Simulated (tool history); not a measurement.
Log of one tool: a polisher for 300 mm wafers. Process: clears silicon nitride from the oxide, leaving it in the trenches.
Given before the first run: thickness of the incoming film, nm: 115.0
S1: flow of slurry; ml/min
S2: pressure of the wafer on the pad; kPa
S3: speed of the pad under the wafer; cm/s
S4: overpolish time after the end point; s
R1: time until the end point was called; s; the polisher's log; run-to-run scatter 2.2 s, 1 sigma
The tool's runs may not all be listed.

run  hour   S1    S2   S3  S4      R1
  1   0.0  180  14.5  112  11  178.90
  2   4.7  180  15.9  114  11  165.46
  3   9.5  155  15.9  114  11  165.36
  4  12.0  190  15.9  114  11  162.34
  5  20.7  190  13.1  114  11  188.62
  6  24.9  190  15.2  114  11  169.53
  7  30.4  190  16.5  116  11  146.89
  8  36.3  195  17.2  116  11  147.31

Predict the results of run 9:
  9  41.6  195  17.9  118  11   ?

Run 9 measured R1 138.53 s.

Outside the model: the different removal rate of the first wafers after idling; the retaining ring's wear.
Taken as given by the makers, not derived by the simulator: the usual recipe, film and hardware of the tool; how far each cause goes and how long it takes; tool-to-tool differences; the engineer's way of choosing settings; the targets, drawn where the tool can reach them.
